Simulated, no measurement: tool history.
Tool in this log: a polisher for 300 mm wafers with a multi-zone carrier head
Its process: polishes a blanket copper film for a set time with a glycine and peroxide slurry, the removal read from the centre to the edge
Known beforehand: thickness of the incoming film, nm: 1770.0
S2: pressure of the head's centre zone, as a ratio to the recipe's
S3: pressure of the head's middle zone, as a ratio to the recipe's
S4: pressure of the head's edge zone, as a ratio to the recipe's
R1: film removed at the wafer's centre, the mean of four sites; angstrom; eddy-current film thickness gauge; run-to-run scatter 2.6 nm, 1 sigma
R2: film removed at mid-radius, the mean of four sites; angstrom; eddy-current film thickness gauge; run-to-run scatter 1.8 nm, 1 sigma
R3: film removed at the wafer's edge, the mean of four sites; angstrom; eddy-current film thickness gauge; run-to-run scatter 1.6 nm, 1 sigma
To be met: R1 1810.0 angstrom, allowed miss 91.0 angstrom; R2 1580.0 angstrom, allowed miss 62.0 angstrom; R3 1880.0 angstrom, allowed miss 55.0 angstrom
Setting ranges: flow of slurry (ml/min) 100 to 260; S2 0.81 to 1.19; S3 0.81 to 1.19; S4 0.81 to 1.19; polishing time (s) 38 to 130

{"run": 1, "hour": 0.0, "flow of slurry (ml/min)": 165, "S2": 1.0, "S3": 1.0, "S4": 1.0, "polishing time (s)": 84, "R1": 3000.5, "R2": 3102.7, "R3": 3039.5}
{"run": 2, "hour": 1.5, "flow of slurry (ml/min)": 200, "S2": 1.0, "S3": 1.0, "S4": 1.0, "polishing time (s)": 84, "R1": 3160.1, "R2": 3260.5, "R3": 3086.9}
{"run": 3, "hour": 2.9, "flow of slurry (ml/min)": 180, "S2": 1.0, "S3": 0.95, "S4": 0.99, "polishing time (s)": 74, "R1": 2666.1, "R2": 2699.8, "R3": 2671.6}
{"run": 4, "hour": 8.0, "flow of slurry (ml/min)": 160, "S2": 1.02, "S3": 0.91, "S4": 1.01, "polishing time (s)": 67, "R1": 2368.8, "R2": 2250.0, "R3": 2394.8}
{"run": 5, "hour": 13.3, "flow of slurry (ml/min)": 150, "S2": 1.02, "S3": 0.88, "S4": 1.01, "polishing time (s)": 63, "R1": 2226.8, "R2": 2001.5, "R3": 2280.8}
{"run": 6, "hour": 14.2, "flow of slurry (ml/min)": 150, "S2": 1.1, "S3": 0.88, "S4": 1.01, "polishing time (s)": 63, "R1": 2423.3, "R2": 2030.1, "R3": 2258.1}
{"run": 7, "hour": 21.9, "flow of slurry (ml/min)": 140, "S2": 1.07, "S3": 0.86, "S4": 0.99, "polishing time (s)": 60, "R1": 2217.8, "R2": 1865.8, "R3": 2102.1}
{"run": 8, "hour": 22.7, "flow of slurry (ml/min)": 130, "S2": 1.05, "S3": 0.85, "S4": 0.98, "polishing time (s)": 59, "R1": 2120.4, "R2": 1822.1, "R3": 2014.5}
{"run": 9, "hour": 27.2, "flow of slurry (ml/min)": 130, "S2": 1.05, "S3": 0.85, "S4": 0.98, "polishing time (s)": 59, "R1": 2046.6, "R2": 1780.5, "R3": 2056.3}
{"run": 10, "hour": 30.3, "flow of slurry (ml/min)": 125, "S2": 1.05, "S3": 0.84, "S4": 0.97, "polishing time (s)": 58, "R1": 2056.9, "R2": 1735.4, "R3": 2004.2}
{"run": 11, "hour": 32.2, "flow of slurry (ml/min)": 120, "S2": 1.03, "S3": 0.83, "S4": 0.96, "polishing time (s)": 57, "R1": 1943.3, "R2": 1685.6, "R3": 1895.9}
{"run": 12, "hour": 39.7, "flow of slurry (ml/min)": 115, "S2": 1.02, "S3": 0.82, "S4": 0.97, "polishing time (s)": 57, "R1": 1894.8, "R2": 1657.4, "R3": 1913.0}

4 next moves are on the table. One of them brings every result within its allowed miss. Which?
{"run": "A", "hour": 47.2, "flow of slurry (ml/min)": 115, "S2": 1.08, "S3": 0.92, "S4": 0.94, "polishing time (s)": 56, "R1": "?", "R2": "?", "R3": "?"}
{"run": "B", "hour": 47.2, "flow of slurry (ml/min)": 115, "S2": 1.01, "S3": 0.81, "S4": 1.0, "polishing time (s)": 55, "R1": "?", "R2": "?", "R3": "?"}
{"run": "C", "hour": 47.2, "flow of slurry (ml/min)": 105, "S2": 1.05, "S3": 0.84, "S4": 0.89, "polishing time (s)": 60, "R1": "?", "R2": "?", "R3": "?"}
{"run": "D", "hour": 47.2, "flow of slurry (ml/min)": 160, "S2": 1.12, "S3": 0.91, "S4": 0.98, "polishing time (s)": 52, "R1": "?", "R2": "?", "R3": "?"}

move=A R1=1960.4 R2=1813.1 R3=1864.4
move=B R1=1798.3 R2=1603.9 R3=1888.6
move=C R1=1984.3 R2=1759.2 R3=1917.8
move=D R1=2048.3 R2=1791.4 R3=1857.3
A: the biggest miss grows against the last run
B: hits every target within its allowed miss
C: the biggest miss grows against the last run
D: the biggest miss grows against the last run
Move B is the one to make.
